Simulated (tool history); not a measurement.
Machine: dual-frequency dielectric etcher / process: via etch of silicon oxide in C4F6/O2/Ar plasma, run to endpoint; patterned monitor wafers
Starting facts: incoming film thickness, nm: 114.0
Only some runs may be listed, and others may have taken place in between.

run  hour  bias power (W)  source power (W)  Ar flow (sccm)  endpoint time (s)
  1   0.0             606               340             316             24.749
  2   6.5             556               330             319             25.873
  3  14.8             556               330             274             25.221
  4  18.1             556               350             274             24.614
  5  25.0             512               330             280             25.513
  6  26.0             512               330             235             24.684
  7  30.7             390               270             264             30.086

What does the tool deliver on the next run?
  8  32.2             408               270             263                  ?

endpoint time (s): 29.547
